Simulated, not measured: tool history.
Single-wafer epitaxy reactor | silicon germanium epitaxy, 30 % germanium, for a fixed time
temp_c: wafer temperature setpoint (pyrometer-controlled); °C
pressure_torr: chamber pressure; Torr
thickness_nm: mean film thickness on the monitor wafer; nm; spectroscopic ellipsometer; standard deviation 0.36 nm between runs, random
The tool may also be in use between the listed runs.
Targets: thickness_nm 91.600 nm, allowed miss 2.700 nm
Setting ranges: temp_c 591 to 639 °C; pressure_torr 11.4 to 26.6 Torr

run    day  temp_c  pressure_torr  thickness_nm
  1  0.000     615           19.0        78.441
  2  0.112     616           19.0        78.772
  3  0.446     617           19.0        80.234
  4  0.783     617           20.2        81.672
  5  1.067     618           20.2        82.773
  6  1.392     619           20.2        84.173
  7  1.562     620           20.2        85.680
  8  1.754     622           20.3        88.787
     1.888  -- capacitance manometer re-zeroed and calibrated
  9  1.888     623           20.4        89.001

4 candidate next runs follow, results not yet known. Just one meets every target within its allowed miss. Identify it.
  A  2.021     620           19.4             ?
  B  2.021     628           16.9             ?
  C  2.021     617           20.7             ?
  D  2.021     622           19.1             ?

move  thickness_nm
   A        84.005
   B        91.882
   C        81.490
   D        86.299
A: misses by more than the last run did
B: every result lands within tolerance
C: misses by more than the last run did
D: misses by more than the last run did
Go with B: it meets all targets.
